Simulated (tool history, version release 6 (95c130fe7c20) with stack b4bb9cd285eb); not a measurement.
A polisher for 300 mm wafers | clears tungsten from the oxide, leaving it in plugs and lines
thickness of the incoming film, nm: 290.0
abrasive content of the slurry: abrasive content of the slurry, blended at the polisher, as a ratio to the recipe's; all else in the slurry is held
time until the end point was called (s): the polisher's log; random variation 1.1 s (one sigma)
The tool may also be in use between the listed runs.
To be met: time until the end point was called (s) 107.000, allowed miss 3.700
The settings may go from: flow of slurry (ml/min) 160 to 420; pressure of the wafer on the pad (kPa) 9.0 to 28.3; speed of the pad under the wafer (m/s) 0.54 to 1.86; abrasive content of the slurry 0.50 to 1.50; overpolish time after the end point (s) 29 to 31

run,hour,flow of slurry (ml/min),pressure of the wafer on the pad (kPa),speed of the pad under the wafer (m/s),abrasive content of the slurry,overpolish time after the end point (s),time until the end point was called (s)
1,0.0,270,18.6,1.18,1.00,29,76.775
2,5.0,270,17.9,1.18,1.00,29,80.115
3,5.7,235,17.9,1.18,1.00,29,80.759
4,8.0,180,17.9,1.18,1.00,29,82.237
5,11.4,180,17.2,1.18,1.00,29,84.649
6,12.7,180,17.2,1.18,1.00,29,85.555
7,21.5,180,16.5,1.18,1.00,29,89.662
8,25.4,180,15.9,1.18,1.00,29,91.930
9,33.2,180,15.2,1.18,1.00,29,93.666
10,37.0,180,14.5,1.18,1.00,29,94.196
11,41.7,180,14.5,1.18,1.00,29,97.070
12,44.7,180,13.1,1.18,1.00,29,101.840

4 next moves are on the table. One of them brings every result within its allowed miss. Which?
A,47.7,255,12.4,1.00,1.05,29,?
B,47.7,220,13.8,1.12,0.85,29,?
C,47.7,170,14.5,1.24,1.05,29,?
D,47.7,195,13.8,1.00,0.95,30,?

move,time until the end point was called (s)
A,117.750
B,105.520
C,89.967
D,115.750
A: takes the result that was furthest off past its target
B: meets every target
C: further off than the last run
D: takes the result that was furthest off past its target
The right move is B.

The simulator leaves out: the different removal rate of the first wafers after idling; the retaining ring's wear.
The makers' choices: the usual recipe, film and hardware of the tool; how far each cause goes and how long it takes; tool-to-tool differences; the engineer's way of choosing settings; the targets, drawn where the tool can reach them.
